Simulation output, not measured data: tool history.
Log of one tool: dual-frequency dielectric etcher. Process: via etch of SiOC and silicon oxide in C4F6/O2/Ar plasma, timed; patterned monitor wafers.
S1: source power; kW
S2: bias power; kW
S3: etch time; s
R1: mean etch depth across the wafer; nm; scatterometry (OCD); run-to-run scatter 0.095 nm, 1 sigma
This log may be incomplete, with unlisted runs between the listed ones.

run 1 day=0 | S1=0.26 S2=0.16 S3=33 | R1=31.446
run 2 day=0.117 | S1=0.27 S2=0.161 S3=33 | R1=32.075
run 3 day=0.204 | S1=0.28 S2=0.162 S3=33 | R1=32.743
run 4 day=0.292 | S1=0.24 S2=0.162 S3=33 | R1=30.167
run 5 day=0.375 | S1=0.25 S2=0.163 S3=33 | R1=31.077
run 6 day=0.542 | S1=0.26 S2=0.164 S3=33 | R1=31.786
run 7 day=0.817 | S1=0.27 S2=0.164 S3=33 | R1=32.164

Run 8 has not been measured yet. What should we expect?
run 8 day=0.9 | S1=0.28 S2=0.164 S3=33 | R1=?

{"run 8": {"R1": 32.94}}
